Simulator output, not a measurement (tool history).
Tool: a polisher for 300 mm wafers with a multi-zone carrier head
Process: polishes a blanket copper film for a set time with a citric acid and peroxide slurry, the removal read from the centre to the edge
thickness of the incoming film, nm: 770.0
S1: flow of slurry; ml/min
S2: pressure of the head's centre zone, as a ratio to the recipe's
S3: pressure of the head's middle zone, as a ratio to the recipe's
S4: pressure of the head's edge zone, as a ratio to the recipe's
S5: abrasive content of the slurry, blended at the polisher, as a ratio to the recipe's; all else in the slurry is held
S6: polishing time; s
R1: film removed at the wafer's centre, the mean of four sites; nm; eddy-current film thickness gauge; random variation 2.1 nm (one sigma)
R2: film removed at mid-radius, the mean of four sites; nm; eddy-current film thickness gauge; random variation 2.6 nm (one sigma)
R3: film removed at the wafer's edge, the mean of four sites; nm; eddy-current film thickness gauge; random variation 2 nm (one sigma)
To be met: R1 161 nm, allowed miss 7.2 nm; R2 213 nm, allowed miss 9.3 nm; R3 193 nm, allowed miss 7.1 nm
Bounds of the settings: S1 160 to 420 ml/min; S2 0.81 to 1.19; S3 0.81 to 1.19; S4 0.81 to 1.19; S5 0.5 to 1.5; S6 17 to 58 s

Run 1, hour 0: S1 270 ml/min, S2 1, S3 1, S4 1, S5 1, S6 37 s. Result: R1 125.5 nm, R2 131.83 nm, R3 129.64 nm.
Run 2, hour 3.5: S1 270 ml/min, S2 0.98, S3 1.03, S4 1.03, S5 1.1, S6 39 s. Result: R1 134.53 nm, R2 148.77 nm, R3 143.76 nm.
Run 3, hour 7.3: S1 275 ml/min, S2 0.97, S3 1.06, S4 1.06, S5 1.2, S6 40 s. Result: R1 138.68 nm, R2 158.31 nm, R3 151.47 nm.
Run 4, hour 8.4: S1 275 ml/min, S2 0.96, S3 1.08, S4 1.08, S5 1.25, S6 41 s. Result: R1 143.3 nm, R2 162.93 nm, R3 156.27 nm.
Run 5, hour 12: S1 275 ml/min, S2 0.96, S3 1.08, S4 1.12, S5 1.25, S6 41 s. Result: R1 138.46 nm, R2 171.03 nm, R3 158.63 nm.
Run 6, hour 15.3: S1 230 ml/min, S2 0.96, S3 1.08, S4 1.12, S5 1.25, S6 41 s. Result: R1 140.26 nm, R2 165.03 nm, R3 156.54 nm.
At hour 21.2: centre zone pressure recalibrated.
Run 7, hour 21.2: S1 240 ml/min, S2 0.95, S3 1.1, S4 1.14, S5 1.3, S6 42 s. Result: R1 152.19 nm, R2 176.99 nm, R3 166.19 nm.
Run 8, hour 27.7: S1 255 ml/min, S2 0.93, S3 1.11, S4 1.15, S5 1.35, S6 43 s. Result: R1 153.93 nm, R2 185 nm, R3 172.78 nm.
Run 9, hour 35.2: S1 265 ml/min, S2 0.91, S3 1.12, S4 1.16, S5 1.35, S6 44 s. Result: R1 154.85 nm, R2 187.49 nm, R3 179.29 nm.
Run 10, hour 38.9: S1 285 ml/min, S2 0.91, S3 1.14, S4 1.17, S5 1.35, S6 44 s. Result: R1 155.8 nm, R2 194.13 nm, R3 177.29 nm.
Run 11, hour 44.8: S1 290 ml/min, S2 0.89, S3 1.15, S4 1.17, S5 1.35, S6 45 s. Result: R1 157.82 nm, R2 199.57 nm, R3 184.31 nm.

Which of these 5 next moves meets every target?
Run A, hour 50.7: S1 220 ml/min, S2 0.87, S3 1.02, S4 1.16, S5 1.35, S6 48 s. Result: R1 ?, R2 ?, R3 ?.
Run B, hour 50.7: S1 265 ml/min, S2 0.87, S3 1.19, S4 1.18, S5 1.2, S6 49 s. Result: R1 ?, R2 ?, R3 ?.
Run C, hour 50.7: S1 305 ml/min, S2 0.97, S3 1.16, S4 1.15, S5 1.5, S6 47 s. Result: R1 ?, R2 ?, R3 ?.
Run D, hour 50.7: S1 250 ml/min, S2 0.96, S3 1.08, S4 1.18, S5 1.4, S6 43 s. Result: R1 ?, R2 ?, R3 ?.
Run E, hour 50.7: S1 255 ml/min, S2 0.92, S3 1.12, S4 1.17, S5 1.45, S6 45 s. Result: R1 ?, R2 ?, R3 ?.

move      R1      R2      R3
   A  164.11   189.5  195.68
   B   165.5  217.53  197.42
   C  188.33  216.71  198.32
   D  165.35  181.16  179.24
   E  167.41  197.48  188.41
A: further off than the last run
B: meets every target
C: brings the result that was furthest off to its target, and leaves another outside
D: further off than the last run
E: further off than the last run
Answer: B

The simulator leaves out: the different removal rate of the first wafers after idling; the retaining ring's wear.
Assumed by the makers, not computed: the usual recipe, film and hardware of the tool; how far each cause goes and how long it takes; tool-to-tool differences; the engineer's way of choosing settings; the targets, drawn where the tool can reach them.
